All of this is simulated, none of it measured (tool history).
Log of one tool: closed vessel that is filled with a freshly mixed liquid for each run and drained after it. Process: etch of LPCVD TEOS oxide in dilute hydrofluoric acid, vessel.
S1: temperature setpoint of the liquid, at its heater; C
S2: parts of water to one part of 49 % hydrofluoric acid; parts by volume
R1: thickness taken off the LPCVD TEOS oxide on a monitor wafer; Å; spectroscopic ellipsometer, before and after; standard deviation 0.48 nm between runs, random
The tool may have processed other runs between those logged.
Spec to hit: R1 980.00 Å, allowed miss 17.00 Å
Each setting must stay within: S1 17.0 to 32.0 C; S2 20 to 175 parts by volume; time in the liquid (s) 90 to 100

{"run": 1, "hour": 0.0, "S1": 24.0, "S2": 95, "time in the liquid (s)": 90, "R1": 301.8}
{"run": 2, "hour": 7.2, "S1": 22.5, "S2": 95, "time in the liquid (s)": 90, "R1": 281.91}
{"run": 3, "hour": 9.5, "S1": 22.5, "S2": 95, "time in the liquid (s)": 90, "R1": 283.8}
{"run": 4, "hour": 17.7, "S1": 24.5, "S2": 80, "time in the liquid (s)": 90, "R1": 370.98}
{"run": 5, "hour": 20.9, "S1": 26.0, "S2": 70, "time in the liquid (s)": 90, "R1": 458.04}
{"run": 6, "hour": 28.3, "S1": 28.0, "S2": 70, "time in the liquid (s)": 90, "R1": 494.01}
{"run": 7, "hour": 32.6, "S1": 29.0, "S2": 60, "time in the liquid (s)": 90, "R1": 611.67}
{"run": 8, "hour": 41.7, "S1": 29.5, "S2": 55, "time in the liquid (s)": 90, "R1": 689.83}
{"run": 9, "hour": 47.3, "S1": 30.0, "S2": 50, "time in the liquid (s)": 90, "R1": 773.94}
{"run": 10, "hour": 54.8, "S1": 30.5, "S2": 50, "time in the liquid (s)": 90, "R1": 793.17}
{"run": 11, "hour": 56.8, "S1": 31.0, "S2": 50, "time in the liquid (s)": 90, "R1": 812.49}
{"run": 12, "hour": 60.7, "S1": 31.5, "S2": 45, "time in the liquid (s)": 90, "R1": 922.8}
{"run": 13, "hour": 67.4, "S1": 32.0, "S2": 45, "time in the liquid (s)": 90, "R1": 942.1}
{"hour": 76.7, "done": "hydrofluoric acid flow meter replaced"}
{"run": 14, "hour": 76.7, "S1": 32.0, "S2": 40, "time in the liquid (s)": 90, "R1": 1213.7}
{"run": 15, "hour": 80.6, "S1": 31.0, "S2": 40, "time in the liquid (s)": 90, "R1": 1170.8}
{"run": 16, "hour": 88.7, "S1": 31.0, "S2": 45, "time in the liquid (s)": 90, "R1": 1042.6}
{"run": 17, "hour": 94.5, "S1": 30.5, "S2": 45, "time in the liquid (s)": 90, "R1": 1007.3}
{"run": 18, "hour": 95.5, "S1": 31.0, "S2": 45, "time in the liquid (s)": 90, "R1": 1028.6}
{"run": 19, "hour": 97.4, "S1": 31.0, "S2": 45, "time in the liquid (s)": 90, "R1": 1044.7}
{"run": 20, "hour": 98.3, "S1": 30.5, "S2": 45, "time in the liquid (s)": 90, "R1": 1016.2}
{"run": 21, "hour": 101.1, "S1": 31.0, "S2": 45, "time in the liquid (s)": 90, "R1": 1037.0}

5 candidate next runs follow, results not yet known. Just one meets every target within its allowed miss. Identify it.
{"run": "A", "hour": 103.9, "S1": 29.0, "S2": 50, "time in the liquid (s)": 100, "R1": "?"}
{"run": "B", "hour": 103.9, "S1": 28.5, "S2": 45, "time in the liquid (s)": 90, "R1": "?"}
{"run": "C", "hour": 103.9, "S1": 31.5, "S2": 50, "time in the liquid (s)": 90, "R1": "?"}
{"run": "D", "hour": 103.9, "S1": 28.5, "S2": 50, "time in the liquid (s)": 100, "R1": "?"}
{"run": "E", "hour": 103.9, "S1": 31.0, "S2": 50, "time in the liquid (s)": 95, "R1": "?"}

move=A R1=951.06
move=B R1=939.35
move=C R1=943.99
move=D R1=932.39
move=E R1=977.26
A: takes the biggest miss from the last run beyond its target
B: takes the biggest miss from the last run beyond its target
C: takes the biggest miss from the last run beyond its target
D: takes the biggest miss from the last run beyond its target
E: all results land within tolerance of their targets
Move E is the one to make.
